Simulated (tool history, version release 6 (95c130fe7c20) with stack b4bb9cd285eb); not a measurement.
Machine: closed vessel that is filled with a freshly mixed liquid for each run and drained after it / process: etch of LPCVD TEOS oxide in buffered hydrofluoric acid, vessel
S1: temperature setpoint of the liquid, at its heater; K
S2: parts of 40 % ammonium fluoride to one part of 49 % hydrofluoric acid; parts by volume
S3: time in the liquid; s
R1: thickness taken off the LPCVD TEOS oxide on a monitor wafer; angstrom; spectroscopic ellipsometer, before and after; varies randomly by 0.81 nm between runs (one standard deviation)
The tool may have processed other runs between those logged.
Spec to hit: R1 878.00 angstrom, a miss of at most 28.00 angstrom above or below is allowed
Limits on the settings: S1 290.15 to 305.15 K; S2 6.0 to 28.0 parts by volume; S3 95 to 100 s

{"run": 1, "hour": 0.0, "S1": 297.15, "S2": 17.0, "S3": 95, "R1": 1304.7}
{"run": 2, "hour": 4.6, "S1": 295.65, "S2": 17.0, "S3": 95, "R1": 1191.1}
{"run": 3, "hour": 8.6, "S1": 297.65, "S2": 17.0, "S3": 95, "R1": 1333.4}
{"run": 4, "hour": 13.0, "S1": 295.15, "S2": 17.0, "S3": 95, "R1": 1167.0}
{"run": 5, "hour": 21.3, "S1": 297.65, "S2": 17.0, "S3": 95, "R1": 1361.7}
{"run": 6, "hour": 26.8, "S1": 296.15, "S2": 17.0, "S3": 95, "R1": 1242.4}
{"run": 7, "hour": 30.5, "S1": 295.15, "S2": 17.0, "S3": 95, "R1": 1182.8}
{"run": 8, "hour": 31.3, "S1": 294.15, "S2": 17.0, "S3": 95, "R1": 1109.0}

Which one of the following 4 next-run settings gets every result inside its allowed miss? There is exactly one.
{"run": "A", "hour": 32.1, "S1": 294.65, "S2": 18.5, "S3": 95, "R1": "?"}
{"run": "B", "hour": 32.1, "S1": 292.65, "S2": 18.5, "S3": 95, "R1": "?"}
{"run": "C", "hour": 32.1, "S1": 292.15, "S2": 19.0, "S3": 95, "R1": "?"}
{"run": "D", "hour": 32.1, "S1": 293.65, "S2": 15.0, "S3": 100, "R1": "?"}

move=A R1=1046.70
move=B R1=935.85
move=C R1=886.17
move=D R1=1281.20
A: an improvement on the last run, though not all results are within tolerance
B: an improvement on the last run, though not all results are within tolerance
C: meets every target
D: misses by more than the last run did
Answer: C
